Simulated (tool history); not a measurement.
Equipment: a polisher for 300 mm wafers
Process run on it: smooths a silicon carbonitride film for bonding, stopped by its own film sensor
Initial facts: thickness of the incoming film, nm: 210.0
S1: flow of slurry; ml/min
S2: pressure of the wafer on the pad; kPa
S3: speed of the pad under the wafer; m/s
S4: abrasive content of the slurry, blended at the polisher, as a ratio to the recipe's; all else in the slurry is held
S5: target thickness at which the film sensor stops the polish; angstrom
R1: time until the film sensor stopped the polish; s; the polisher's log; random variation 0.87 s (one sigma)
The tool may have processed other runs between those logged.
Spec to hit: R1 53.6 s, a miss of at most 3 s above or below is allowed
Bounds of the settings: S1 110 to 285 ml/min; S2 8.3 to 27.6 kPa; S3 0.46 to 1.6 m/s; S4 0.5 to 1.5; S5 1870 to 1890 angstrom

run,day,S1,S2,S3,S4,S5,R1
1,0,180,17.9,1.02,1,1870,68.22
2,0.038,180,17.9,1.02,0.9,1870,72.263
3,0.317,135,17.9,1.02,0.9,1870,75.095
4,0.425,135,14.5,1.02,0.9,1870,93.174
5,0.588,135,14.5,1.02,0.9,1890,83.923
6,0.775,135,16.5,1.04,0.9,1890,73.456
7,0.862,135,17.9,1.04,0.9,1890,67.322
8,0.904,135,18.6,1.04,0.9,1890,65.514
9,1.208,135,19.3,1.04,0.9,1890,63.399
10,1.517,135,20,1.04,0.9,1890,61.344
11,1.717,135,20.7,1.04,0.9,1890,59.609

Of the 4 settings listed for the next run, only one would bring every result within its allowed miss of target. Which one?
A,1.917,110,24.8,1.12,1,1890,?
B,1.917,130,22.1,1.08,0.9,1890,?
C,1.917,150,20,1.02,0.95,1890,?
D,1.917,110,20,1.08,0.9,1870,?

move,R1
A,47.419
B,54.551
C,59.597
D,68.234
A: carries the result that was furthest off beyond its target, to the other side
B: all results in spec
C: no better and no worse than the last run
D: moves away from the targets compared with the last run
Move B is the one to make.
